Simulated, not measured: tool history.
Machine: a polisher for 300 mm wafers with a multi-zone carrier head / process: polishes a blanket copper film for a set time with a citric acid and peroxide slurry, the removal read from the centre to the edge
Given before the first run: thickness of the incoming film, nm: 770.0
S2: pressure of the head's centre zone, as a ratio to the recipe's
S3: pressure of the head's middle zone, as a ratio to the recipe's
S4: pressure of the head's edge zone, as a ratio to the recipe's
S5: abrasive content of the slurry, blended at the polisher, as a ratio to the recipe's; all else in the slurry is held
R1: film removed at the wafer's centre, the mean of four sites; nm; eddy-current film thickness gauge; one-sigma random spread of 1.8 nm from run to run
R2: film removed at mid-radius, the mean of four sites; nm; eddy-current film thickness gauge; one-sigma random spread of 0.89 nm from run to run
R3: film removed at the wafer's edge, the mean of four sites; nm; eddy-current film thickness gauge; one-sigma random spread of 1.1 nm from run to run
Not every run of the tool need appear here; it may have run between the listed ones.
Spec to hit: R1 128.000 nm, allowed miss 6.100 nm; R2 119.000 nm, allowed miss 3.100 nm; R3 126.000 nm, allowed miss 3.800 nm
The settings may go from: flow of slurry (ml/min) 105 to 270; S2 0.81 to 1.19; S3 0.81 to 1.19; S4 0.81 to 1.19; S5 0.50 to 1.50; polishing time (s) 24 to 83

Run 1, day 0.000: flow of slurry (ml/min) 175, S2 1.00, S3 1.00, S4 1.00, S5 1.00, polishing time (s) 53. Result: R1 96.826 nm, R2 97.443 nm, R3 92.408 nm.
Run 2, day 0.362: flow of slurry (ml/min) 175, S2 1.00, S3 1.00, S4 1.00, S5 1.00, polishing time (s) 59. Result: R1 107.720 nm, R2 106.530 nm, R3 104.200 nm.
Run 3, day 0.512: flow of slurry (ml/min) 190, S2 1.00, S3 1.00, S4 1.00, S5 1.00, polishing time (s) 59. Result: R1 111.620 nm, R2 111.000 nm, R3 105.490 nm.
Run 4, day 0.825: flow of slurry (ml/min) 170, S2 1.00, S3 1.00, S4 1.00, S5 1.00, polishing time (s) 59. Result: R1 107.880 nm, R2 107.730 nm, R3 103.870 nm.
Run 5, day 0.983: flow of slurry (ml/min) 185, S2 1.01, S3 0.99, S4 1.04, S5 1.05, polishing time (s) 59. Result: R1 114.120 nm, R2 110.210 nm, R3 105.230 nm.
At day 1.288: edge zone pressure recalibrated.
Run 6, day 1.288: flow of slurry (ml/min) 180, S2 0.99, S3 0.96, S4 1.03, S5 1.15, polishing time (s) 61. Result: R1 116.020 nm, R2 111.650 nm, R3 118.830 nm.
Run 7, day 1.492: flow of slurry (ml/min) 190, S2 0.99, S3 0.96, S4 1.03, S5 1.15, polishing time (s) 61. Result: R1 119.590 nm, R2 114.350 nm, R3 116.680 nm.
Run 8, day 1.767: flow of slurry (ml/min) 195, S2 0.99, S3 0.95, S4 1.03, S5 1.20, polishing time (s) 61. Result: R1 119.010 nm, R2 114.670 nm, R3 117.980 nm.
Run 9, day 1.796: flow of slurry (ml/min) 200, S2 0.99, S3 0.94, S4 1.04, S5 1.25, polishing time (s) 61. Result: R1 120.440 nm, R2 115.240 nm, R3 120.640 nm.

5 next moves are on the table. One of them brings every result within its allowed miss. Which?
Run A, day 1.825: flow of slurry (ml/min) 200, S2 0.97, S3 0.90, S4 0.94, S5 1.30, polishing time (s) 65. Result: R1 ?, R2 ?, R3 ?.
Run B, day 1.825: flow of slurry (ml/min) 235, S2 1.05, S3 1.00, S4 1.09, S5 1.35, polishing time (s) 57. Result: R1 ?, R2 ?, R3 ?.
Run C, day 1.825: flow of slurry (ml/min) 190, S2 0.97, S3 0.97, S4 1.07, S5 1.35, polishing time (s) 58. Result: R1 ?, R2 ?, R3 ?.
Run D, day 1.825: flow of slurry (ml/min) 240, S2 1.02, S3 0.89, S4 1.12, S5 1.35, polishing time (s) 60. Result: R1 ?, R2 ?, R3 ?.
Run E, day 1.825: flow of slurry (ml/min) 165, S2 0.98, S3 0.93, S4 0.86, S5 1.45, polishing time (s) 61. Result: R1 ?, R2 ?, R3 ?.

move       R1       R2       R3
   A  131.720  120.900  125.830
   B  128.110  117.760  118.580
   C  117.600  113.760  117.250
   D  131.820  114.590  126.380
   E  123.430  115.330  115.300
A: hits every target within its allowed miss
B: lands further from the targets than the last run did
C: lands further from the targets than the last run did
D: the furthest-off result lands on target, but another misses its tolerance
E: lands further from the targets than the last run did
Correct choice: A, which meets every target

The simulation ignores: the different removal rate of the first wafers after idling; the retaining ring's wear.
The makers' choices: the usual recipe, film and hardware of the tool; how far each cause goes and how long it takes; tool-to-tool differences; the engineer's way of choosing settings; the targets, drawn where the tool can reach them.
